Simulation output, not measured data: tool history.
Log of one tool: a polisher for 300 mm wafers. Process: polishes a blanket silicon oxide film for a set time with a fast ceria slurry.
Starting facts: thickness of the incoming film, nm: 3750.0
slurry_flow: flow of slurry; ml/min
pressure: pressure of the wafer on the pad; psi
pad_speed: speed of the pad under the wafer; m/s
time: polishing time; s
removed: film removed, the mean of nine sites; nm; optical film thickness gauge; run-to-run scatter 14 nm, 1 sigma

run,hour,slurry_flow,pressure,pad_speed,time,removed
1,0.0,310,2.4,1.30,41,863.07
2,1.5,310,2.4,1.30,41,851.72
3,4.5,310,2.4,1.62,41,1043.70
4,11.7,310,2.4,1.48,41,952.67
5,18.7,310,2.1,1.48,41,837.87
6,23.7,310,2.3,1.48,41,917.98
7,29.9,310,2.4,1.48,41,963.02

What does the tool deliver on the next run?
8,35.5,310,2.5,1.48,41,?

removed: 1004.20 nm

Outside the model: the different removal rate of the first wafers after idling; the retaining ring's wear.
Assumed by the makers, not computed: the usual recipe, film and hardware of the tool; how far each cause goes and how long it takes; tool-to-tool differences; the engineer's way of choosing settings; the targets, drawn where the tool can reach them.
